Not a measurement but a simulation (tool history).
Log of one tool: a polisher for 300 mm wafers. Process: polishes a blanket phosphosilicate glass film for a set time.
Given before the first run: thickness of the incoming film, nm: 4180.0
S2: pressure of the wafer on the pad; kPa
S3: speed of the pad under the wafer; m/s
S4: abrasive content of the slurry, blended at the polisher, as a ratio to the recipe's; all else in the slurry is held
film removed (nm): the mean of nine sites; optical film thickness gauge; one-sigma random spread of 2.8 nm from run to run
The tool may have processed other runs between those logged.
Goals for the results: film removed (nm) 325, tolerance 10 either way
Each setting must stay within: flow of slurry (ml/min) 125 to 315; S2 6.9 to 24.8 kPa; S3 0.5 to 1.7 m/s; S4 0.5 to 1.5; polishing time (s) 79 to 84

{"run": 1, "day": 0.0, "flow of slurry (ml/min)": 205, "S2": 15.9, "S3": 1.1, "S4": 1, "polishing time (s)": 79, "film removed (nm)": 439.38}
{"run": 2, "day": 0.333, "flow of slurry (ml/min)": 205, "S2": 15.2, "S3": 1.1, "S4": 1, "polishing time (s)": 79, "film removed (nm)": 426.51}
{"run": 3, "day": 0.433, "flow of slurry (ml/min)": 205, "S2": 14.5, "S3": 1.1, "S4": 1, "polishing time (s)": 79, "film removed (nm)": 397.28}
{"run": 4, "day": 0.554, "flow of slurry (ml/min)": 205, "S2": 14.5, "S3": 0.86, "S4": 1, "polishing time (s)": 79, "film removed (nm)": 355.02}
{"run": 5, "day": 0.608, "flow of slurry (ml/min)": 205, "S2": 14.5, "S3": 0.86, "S4": 0.9, "polishing time (s)": 79, "film removed (nm)": 341.76}
{"run": 6, "day": 0.792, "flow of slurry (ml/min)": 205, "S2": 11, "S3": 0.86, "S4": 0.9, "polishing time (s)": 79, "film removed (nm)": 259.62}
{"run": 7, "day": 1.088, "flow of slurry (ml/min)": 205, "S2": 11, "S3": 0.86, "S4": 0.9, "polishing time (s)": 79, "film removed (nm)": 259.05}
{"run": 8, "day": 1.458, "flow of slurry (ml/min)": 210, "S2": 11.7, "S3": 0.86, "S4": 0.9, "polishing time (s)": 79, "film removed (nm)": 281.54}
{"run": 9, "day": 1.75, "flow of slurry (ml/min)": 225, "S2": 11.7, "S3": 0.86, "S4": 0.9, "polishing time (s)": 79, "film removed (nm)": 284.28}
{"run": 10, "day": 2.121, "flow of slurry (ml/min)": 240, "S2": 11.7, "S3": 0.86, "S4": 0.9, "polishing time (s)": 79, "film removed (nm)": 282.39}
{"run": 11, "day": 2.438, "flow of slurry (ml/min)": 240, "S2": 12.4, "S3": 0.86, "S4": 0.9, "polishing time (s)": 79, "film removed (nm)": 293.2}
{"run": 12, "day": 2.488, "flow of slurry (ml/min)": 240, "S2": 13.1, "S3": 0.86, "S4": 0.9, "polishing time (s)": 79, "film removed (nm)": 314.63}
{"run": 13, "day": 2.525, "flow of slurry (ml/min)": 240, "S2": 13.1, "S3": 0.86, "S4": 0.9, "polishing time (s)": 79, "film removed (nm)": 313.81}
{"run": 14, "day": 2.567, "flow of slurry (ml/min)": 245, "S2": 13.1, "S3": 0.86, "S4": 0.9, "polishing time (s)": 79, "film removed (nm)": 312.04}

Of the 4 settings listed for the next run, only one would bring every result within its allowed miss of target. Which one?
{"run": "A", "day": 2.608, "flow of slurry (ml/min)": 255, "S2": 11, "S3": 1.24, "S4": 0.95, "polishing time (s)": 79, "film removed (nm)": "?"}
{"run": "B", "day": 2.608, "flow of slurry (ml/min)": 270, "S2": 12.4, "S3": 0.78, "S4": 0.95, "polishing time (s)": 81, "film removed (nm)": "?"}
{"run": "C", "day": 2.608, "flow of slurry (ml/min)": 205, "S2": 13.1, "S3": 0.82, "S4": 0.9, "polishing time (s)": 79, "film removed (nm)": "?"}
{"run": "D", "day": 2.608, "flow of slurry (ml/min)": 255, "S2": 12.4, "S3": 0.92, "S4": 0.9, "polishing time (s)": 79, "film removed (nm)": "?"}

move=A film_removed_(nm)=322.77
move=B film_removed_(nm)=301.05
move=C film_removed_(nm)=300.32
move=D film_removed_(nm)=305.3
A: hits every target within its allowed miss
B: moves away from the targets compared with the last run
C: moves away from the targets compared with the last run
D: moves away from the targets compared with the last run
The right move is A.
